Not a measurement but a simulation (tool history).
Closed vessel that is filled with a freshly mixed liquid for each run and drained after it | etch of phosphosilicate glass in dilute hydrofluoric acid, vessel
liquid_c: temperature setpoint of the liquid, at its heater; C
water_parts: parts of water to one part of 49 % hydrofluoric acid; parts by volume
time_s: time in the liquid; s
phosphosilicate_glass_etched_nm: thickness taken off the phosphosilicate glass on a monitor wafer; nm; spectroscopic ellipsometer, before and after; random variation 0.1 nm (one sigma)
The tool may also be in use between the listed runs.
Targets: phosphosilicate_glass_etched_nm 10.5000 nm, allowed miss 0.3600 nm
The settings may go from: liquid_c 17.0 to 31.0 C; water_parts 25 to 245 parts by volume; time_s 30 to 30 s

run,day,liquid_c,water_parts,time_s,phosphosilicate_glass_etched_nm
1,0.000,23.0,135,30,14.5800
2,0.217,23.0,135,30,14.8490
3,0.562,22.0,140,30,13.3700
4,0.638,18.5,140,30,11.7870
5,0.975,18.0,140,30,11.5920
6,1.308,21.0,140,30,12.9010
7,1.492,20.5,140,30,12.8870
# day 1.704: thermometer replaced
8,1.704,17.0,155,30,9.3098

Which of these 5 next moves meets every target?
A,1.917,18.5,155,30,?
B,1.917,17.0,150,30,?
C,1.917,18.0,145,30,?
D,1.917,19.5,180,30,?
E,1.917,17.0,185,30,?

move,phosphosilicate_glass_etched_nm
A,9.7142
B,9.4910
C,10.2780
D,8.4906
E,7.4439
A: nearer than the last run, and not there yet
B: nearer than the last run, and not there yet
C: meets every target
D: further off than the last run
E: further off than the last run
Move C is the one to make.
